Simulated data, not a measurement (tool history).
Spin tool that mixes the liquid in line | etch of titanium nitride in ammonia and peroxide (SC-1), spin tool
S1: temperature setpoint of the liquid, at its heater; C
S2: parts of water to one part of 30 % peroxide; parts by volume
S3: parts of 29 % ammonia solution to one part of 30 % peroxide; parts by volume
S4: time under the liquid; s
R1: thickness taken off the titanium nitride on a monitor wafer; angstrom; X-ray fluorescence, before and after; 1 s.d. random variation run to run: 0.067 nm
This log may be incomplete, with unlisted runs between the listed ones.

| run | day | S1 | S2 | S3 | S4 | R1 |
|---|---|---|---|---|---|---|
| 1 | 0.000 | 46.0 | 10.5 | 0.55 | 295 | 156.04 |
| 2 | 0.346 | 46.0 | 10.5 | 0.55 | 295 | 156.09 |
| 3 | 0.450 | 46.0 | 11.5 | 0.55 | 295 | 148.81 |
| 4 | 0.829 | 47.0 | 11.5 | 0.55 | 295 | 160.22 |
| 5 | 1.038 | 47.5 | 11.5 | 0.55 | 295 | 165.14 |
| 6 | 1.225 | 48.0 | 11.5 | 0.55 | 295 | 171.89 |
| 7 | 1.529 | 48.5 | 11.5 | 0.55 | 295 | 177.57 |
| 8 | 1.725 | 49.0 | 11.5 | 0.55 | 295 | 183.99 |

Estimate the outcome of run 9 from the log above:
| 9 | 1.779 | 49.5 | 11.5 | 0.55 | 295 | ? |

R1: 189.46 angstrom
